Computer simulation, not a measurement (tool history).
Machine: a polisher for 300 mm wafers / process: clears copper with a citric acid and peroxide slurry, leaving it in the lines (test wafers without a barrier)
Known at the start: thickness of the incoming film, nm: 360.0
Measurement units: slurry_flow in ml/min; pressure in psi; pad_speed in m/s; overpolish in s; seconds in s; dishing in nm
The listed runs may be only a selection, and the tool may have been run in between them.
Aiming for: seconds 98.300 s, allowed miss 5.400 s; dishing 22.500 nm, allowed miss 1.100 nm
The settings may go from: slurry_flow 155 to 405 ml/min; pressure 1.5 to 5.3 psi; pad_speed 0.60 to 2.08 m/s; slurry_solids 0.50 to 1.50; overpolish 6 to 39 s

run 1 hour=0.0 | slurry_flow=260 pressure=3.4 pad_speed=1.34 slurry_solids=1.00 overpolish=20 | seconds=115.930 dishing=38.504
run 2 hour=2.0 | slurry_flow=260 pressure=3.4 pad_speed=1.36 slurry_solids=1.00 overpolish=17 | seconds=117.550 dishing=34.604
run 3 hour=9.3 | slurry_flow=265 pressure=3.4 pad_speed=1.38 slurry_solids=1.05 overpolish=15 | seconds=108.240 dishing=32.017
run 4 hour=11.6 | slurry_flow=300 pressure=3.4 pad_speed=1.38 slurry_solids=1.05 overpolish=15 | seconds=110.580 dishing=32.263
run 5 hour=17.0 | slurry_flow=300 pressure=3.4 pad_speed=1.38 slurry_solids=1.10 overpolish=13 | seconds=107.540 dishing=29.496
run 6 hour=20.2 | slurry_flow=300 pressure=2.8 pad_speed=1.38 slurry_solids=1.10 overpolish=13 | seconds=130.960 dishing=24.884
run 7 hour=27.7 | slurry_flow=300 pressure=2.9 pad_speed=1.38 slurry_solids=1.15 overpolish=12 | seconds=126.060 dishing=23.619
run 8 hour=34.8 | slurry_flow=300 pressure=3.0 pad_speed=1.38 slurry_solids=1.20 overpolish=11 | seconds=121.980 dishing=22.672
run 9 hour=40.2 | slurry_flow=300 pressure=3.1 pad_speed=1.38 slurry_solids=1.25 overpolish=11 | seconds=113.470 dishing=24.049
run 10 hour=46.7 | slurry_flow=300 pressure=3.1 pad_speed=1.38 slurry_solids=1.30 overpolish=10 | seconds=114.780 dishing=21.790
run 11 hour=49.6 | slurry_flow=300 pressure=3.2 pad_speed=1.38 slurry_solids=1.30 overpolish=10 | seconds=109.800 dishing=22.362
run 12 hour=56.8 | slurry_flow=300 pressure=3.6 pad_speed=1.38 slurry_solids=1.30 overpolish=8 | seconds=99.428 dishing=20.218
run 13 hour=58.0 | slurry_flow=300 pressure=3.5 pad_speed=1.44 slurry_solids=1.30 overpolish=10 | seconds=97.671 dishing=25.032
run 14 hour=64.0 | slurry_flow=300 pressure=3.5 pad_speed=1.42 slurry_solids=1.40 overpolish=10 | seconds=95.949 dishing=24.866

Of the 4 settings listed for the next run, only one would bring every result within its allowed miss of target. Which one?
run A hour=70.0 | slurry_flow=365 pressure=4.6 pad_speed=1.06 slurry_solids=1.35 overpolish=9 | seconds=? dishing=?
run B hour=70.0 | slurry_flow=295 pressure=2.7 pad_speed=1.76 slurry_solids=1.50 overpolish=10 | seconds=? dishing=?
run C hour=70.0 | slurry_flow=305 pressure=4.9 pad_speed=1.04 slurry_solids=1.25 overpolish=10 | seconds=? dishing=?
run D hour=70.0 | slurry_flow=370 pressure=3.3 pad_speed=1.42 slurry_solids=1.50 overpolish=10 | seconds=? dishing=?

move=A seconds=97.190 dishing=23.251
move=B seconds=97.609 dishing=25.093
move=C seconds=96.859 dishing=25.697
move=D seconds=97.386 dishing=25.310
A: hits every target within its allowed miss
B: misses by more than the last run did
C: misses by more than the last run did
D: misses by more than the last run did
Answer: A

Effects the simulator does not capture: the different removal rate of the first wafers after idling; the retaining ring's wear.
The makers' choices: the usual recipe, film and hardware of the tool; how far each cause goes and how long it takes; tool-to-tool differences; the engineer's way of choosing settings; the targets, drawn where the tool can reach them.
